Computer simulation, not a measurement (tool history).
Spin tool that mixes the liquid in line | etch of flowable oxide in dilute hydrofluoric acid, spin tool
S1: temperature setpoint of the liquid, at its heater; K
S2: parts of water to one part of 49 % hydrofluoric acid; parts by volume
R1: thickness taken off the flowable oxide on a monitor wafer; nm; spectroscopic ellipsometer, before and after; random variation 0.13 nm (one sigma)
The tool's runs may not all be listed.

run 1 hour=0 | S1=295.15 S2=60 time_under_the_liquid_(s)=15 | R1=4.8219
run 2 hour=4.6 | S1=293.65 S2=60 time_under_the_liquid_(s)=15 | R1=4.5327
run 3 hour=5.4 | S1=291.15 S2=60 time_under_the_liquid_(s)=15 | R1=4.0795
run 4 hour=13.7 | S1=293.65 S2=50 time_under_the_liquid_(s)=15 | R1=5.5225
run 5 hour=15.9 | S1=295.65 S2=45 time_under_the_liquid_(s)=15 | R1=6.6186
run 6 hour=22.4 | S1=295.65 S2=45 time_under_the_liquid_(s)=15 | R1=6.75
-- hour=26 thermometer replaced
run 7 hour=26 | S1=297.15 S2=40 time_under_the_liquid_(s)=15 | R1=8.8499
run 8 hour=28.9 | S1=298.15 S2=35 time_under_the_liquid_(s)=15 | R1=10.669

Forecast run 9:
run 9 hour=29.9 | S1=299.15 S2=35 time_under_the_liquid_(s)=15 | R1=?

R1: 10.919 nm
